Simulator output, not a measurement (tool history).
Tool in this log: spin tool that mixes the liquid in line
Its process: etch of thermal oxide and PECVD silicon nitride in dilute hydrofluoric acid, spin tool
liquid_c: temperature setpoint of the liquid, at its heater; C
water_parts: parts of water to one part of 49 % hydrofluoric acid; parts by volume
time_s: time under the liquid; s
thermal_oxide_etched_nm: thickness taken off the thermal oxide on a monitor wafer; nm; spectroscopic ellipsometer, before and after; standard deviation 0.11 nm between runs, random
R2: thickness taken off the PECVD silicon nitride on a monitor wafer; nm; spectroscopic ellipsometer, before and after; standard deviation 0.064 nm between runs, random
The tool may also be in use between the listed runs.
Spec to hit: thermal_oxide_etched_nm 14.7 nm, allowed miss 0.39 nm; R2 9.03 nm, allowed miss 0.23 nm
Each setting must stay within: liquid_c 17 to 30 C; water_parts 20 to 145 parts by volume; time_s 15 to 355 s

{"run": 1, "hour": 0.0, "liquid_c": 22, "water_parts": 80, "time_s": 180, "thermal_oxide_etched_nm": 11.457, "R2": 6.5186}
{"run": 2, "hour": 1.0, "liquid_c": 22.5, "water_parts": 80, "time_s": 180, "thermal_oxide_etched_nm": 11.596, "R2": 6.7587}
{"run": 3, "hour": 2.2, "liquid_c": 24, "water_parts": 75, "time_s": 175, "thermal_oxide_etched_nm": 12.923, "R2": 7.7653}
{"run": 4, "hour": 4.9, "liquid_c": 24, "water_parts": 75, "time_s": 130, "thermal_oxide_etched_nm": 9.5402, "R2": 5.747}
{"run": 5, "hour": 13.2, "liquid_c": 24, "water_parts": 75, "time_s": 205, "thermal_oxide_etched_nm": 15.146, "R2": 9.1451}
{"run": 6, "hour": 19.9, "liquid_c": 27, "water_parts": 75, "time_s": 205, "thermal_oxide_etched_nm": 16.91, "R2": 10.965}
{"run": 7, "hour": 24.0, "liquid_c": 27, "water_parts": 75, "time_s": 205, "thermal_oxide_etched_nm": 17.073, "R2": 11.108}
{"run": 8, "hour": 27.1, "liquid_c": 25.5, "water_parts": 80, "time_s": 205, "thermal_oxide_etched_nm": 15.008, "R2": 9.4685}

Of the 5 settings listed for the next run, only one would bring every result within its allowed miss of target. Which one?
{"run": "A", "hour": 30.2, "liquid_c": 27.5, "water_parts": 80, "time_s": 195, "thermal_oxide_etched_nm": "?", "R2": "?"}
{"run": "B", "hour": 30.2, "liquid_c": 24, "water_parts": 90, "time_s": 245, "thermal_oxide_etched_nm": "?", "R2": "?"}
{"run": "C", "hour": 30.2, "liquid_c": 29, "water_parts": 90, "time_s": 200, "thermal_oxide_etched_nm": "?", "R2": "?"}
{"run": "D", "hour": 30.2, "liquid_c": 29, "water_parts": 100, "time_s": 215, "thermal_oxide_etched_nm": "?", "R2": "?"}
{"run": "E", "hour": 30.2, "liquid_c": 25, "water_parts": 90, "time_s": 240, "thermal_oxide_etched_nm": "?", "R2": "?"}

move=A thermal_oxide_etched_nm=15.443 R2=10.353
move=B thermal_oxide_etched_nm=14.827 R2=9.2014
move=C thermal_oxide_etched_nm=14.726 R2=10.399
move=D thermal_oxide_etched_nm=14.061 R2=10.061
move=E thermal_oxide_etched_nm=15.116 R2=9.6295
A: its largest miss is bigger than the last run's
B: each result inside its tolerance
C: its largest miss is bigger than the last run's
D: its largest miss is bigger than the last run's
E: its largest miss is bigger than the last run's
Go with B: it meets all targets.

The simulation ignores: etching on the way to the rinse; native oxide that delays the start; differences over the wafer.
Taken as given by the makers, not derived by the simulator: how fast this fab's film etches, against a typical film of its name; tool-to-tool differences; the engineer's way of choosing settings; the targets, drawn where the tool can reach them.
